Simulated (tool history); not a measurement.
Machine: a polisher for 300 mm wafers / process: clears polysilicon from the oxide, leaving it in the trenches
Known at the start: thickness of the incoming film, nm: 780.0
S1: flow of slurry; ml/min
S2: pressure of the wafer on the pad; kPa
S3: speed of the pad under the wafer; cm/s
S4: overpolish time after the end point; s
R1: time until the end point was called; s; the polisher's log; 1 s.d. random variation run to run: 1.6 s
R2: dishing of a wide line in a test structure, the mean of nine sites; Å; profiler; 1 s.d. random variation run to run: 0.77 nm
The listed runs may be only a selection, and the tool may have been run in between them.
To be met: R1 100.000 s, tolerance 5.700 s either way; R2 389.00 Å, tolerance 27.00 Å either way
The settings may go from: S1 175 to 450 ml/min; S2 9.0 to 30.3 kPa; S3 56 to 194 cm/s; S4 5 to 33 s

Run 1, day 0.000: S1 290 ml/min, S2 19.3 kPa, S3 124 cm/s, S4 17 s. Result: R1 42.492 s, R2 719.48 Å.
Run 2, day 0.333: S1 290 ml/min, S2 16.5 kPa, S3 112 cm/s, S4 14 s. Result: R1 55.111 s, R2 706.47 Å.
Run 3, day 0.479: S1 290 ml/min, S2 20.0 kPa, S3 112 cm/s, S4 14 s. Result: R1 44.935 s, R2 721.28 Å.
Run 4, day 0.754: S1 260 ml/min, S2 17.2 kPa, S3 108 cm/s, S4 12 s. Result: R1 53.982 s, R2 687.04 Å.
Run 5, day 0.933: S1 260 ml/min, S2 17.2 kPa, S3 108 cm/s, S4 7 s. Result: R1 55.417 s, R2 551.70 Å.
Run 6, day 1.067: S1 240 ml/min, S2 15.2 kPa, S3 106 cm/s, S4 6 s. Result: R1 65.707 s, R2 477.49 Å.
Run 7, day 1.258: S1 240 ml/min, S2 15.2 kPa, S3 106 cm/s, S4 6 s. Result: R1 63.996 s, R2 474.16 Å.
Run 8, day 1.354: S1 235 ml/min, S2 13.8 kPa, S3 104 cm/s, S4 6 s. Result: R1 73.941 s, R2 443.36 Å.
Run 9, day 1.604: S1 230 ml/min, S2 13.1 kPa, S3 102 cm/s, S4 6 s. Result: R1 76.496 s, R2 398.28 Å.
Run 10, day 1.754: S1 230 ml/min, S2 13.1 kPa, S3 102 cm/s, S4 6 s. Result: R1 76.557 s, R2 418.81 Å.
Run 11, day 1.900: S1 230 ml/min, S2 13.1 kPa, S3 102 cm/s, S4 6 s. Result: R1 77.202 s, R2 410.17 Å.
Run 12, day 2.175: S1 230 ml/min, S2 12.4 kPa, S3 100 cm/s, S4 7 s. Result: R1 81.990 s, R2 442.39 Å.
Run 13, day 2.375: S1 225 ml/min, S2 11.7 kPa, S3 100 cm/s, S4 7 s. Result: R1 89.102 s, R2 418.67 Å.
Run 14, day 2.500: S1 220 ml/min, S2 11.7 kPa, S3 100 cm/s, S4 7 s. Result: R1 87.120 s, R2 420.34 Å.
Run 15, day 2.796: S1 215 ml/min, S2 11.0 kPa, S3 100 cm/s, S4 7 s. Result: R1 93.891 s, R2 417.27 Å.
Run 16, day 3.138: S1 210 ml/min, S2 11.0 kPa, S3 100 cm/s, S4 7 s. Result: R1 92.862 s, R2 418.79 Å.
Run 17, day 3.238: S1 210 ml/min, S2 10.3 kPa, S3 100 cm/s, S4 6 s. Result: R1 101.850 s, R2 346.22 Å.
Run 18, day 3.404: S1 220 ml/min, S2 10.3 kPa, S3 98 cm/s, S4 6 s. Result: R1 101.990 s, R2 358.01 Å.

Below are 5 possible settings for the next run. Only one of them brings all results inside the allowed miss of their targets. Which is it?
Run A, day 3.571: S1 180 ml/min, S2 10.3 kPa, S3 94 cm/s, S4 5 s. Result: R1 ?, R2 ?.
Run B, day 3.571: S1 200 ml/min, S2 11.0 kPa, S3 102 cm/s, S4 5 s. Result: R1 ?, R2 ?.
Run C, day 3.571: S1 175 ml/min, S2 9.7 kPa, S3 94 cm/s, S4 7 s. Result: R1 ?, R2 ?.
Run D, day 3.571: S1 255 ml/min, S2 9.0 kPa, S3 114 cm/s, S4 7 s. Result: R1 ?, R2 ?.
Run E, day 3.571: S1 230 ml/min, S2 11.0 kPa, S3 94 cm/s, S4 5 s. Result: R1 ?, R2 ?.

move       R1      R2
   A  104.580  289.11
   B   90.127  323.60
   C  111.890  353.13
   D   96.568  391.06
   E   96.389  307.73
A: moves away from the targets compared with the last run
B: moves away from the targets compared with the last run
C: moves away from the targets compared with the last run
D: all results in spec
E: moves away from the targets compared with the last run
Correct choice: D, which meets every target
